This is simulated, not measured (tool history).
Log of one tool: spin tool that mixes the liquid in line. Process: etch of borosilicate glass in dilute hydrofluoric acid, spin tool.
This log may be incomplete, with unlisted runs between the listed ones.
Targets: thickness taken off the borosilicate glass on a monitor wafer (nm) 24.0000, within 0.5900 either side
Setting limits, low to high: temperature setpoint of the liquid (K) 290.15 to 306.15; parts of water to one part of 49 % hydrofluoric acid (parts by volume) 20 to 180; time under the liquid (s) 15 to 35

run	hour	temperature setpoint of the liquid (K)	parts of water to one part of 49 % hydrofluoric acid (parts by volume)	time under the liquid (s)	thickness taken off the borosilicate glass on a monitor wafer (nm)
1	0.0	298.15	100	35	7.3193
2	3.2	300.15	80	35	10.1510
3	9.6	301.65	65	35	13.7270
4	15.7	302.65	60	35	15.5740
5	22.7	305.15	60	35	17.1460
6	30.6	303.65	60	35	16.0160
7	33.7	304.15	55	35	18.0870
8	37.7	304.65	50	35	20.6300
9	44.2	305.15	50	35	20.7230
10	52.9	305.65	50	35	20.9930

4 next moves are on the table. One of them brings every result within its allowed miss. Which?
A	61.6	304.65	55	35	?
B	61.6	305.15	40	35	?
C	61.6	306.15	45	35	?
D	61.6	306.15	60	35	?

move	thickness taken off the borosilicate glass on a monitor wafer (nm)
A	18.4290
B	26.4670
C	24.2550
D	17.7480
A: misses by more than the last run did
B: takes the result that was furthest off past its target
C: all results in spec
D: misses by more than the last run did
So the answer is move C, the one that meets all the targets.

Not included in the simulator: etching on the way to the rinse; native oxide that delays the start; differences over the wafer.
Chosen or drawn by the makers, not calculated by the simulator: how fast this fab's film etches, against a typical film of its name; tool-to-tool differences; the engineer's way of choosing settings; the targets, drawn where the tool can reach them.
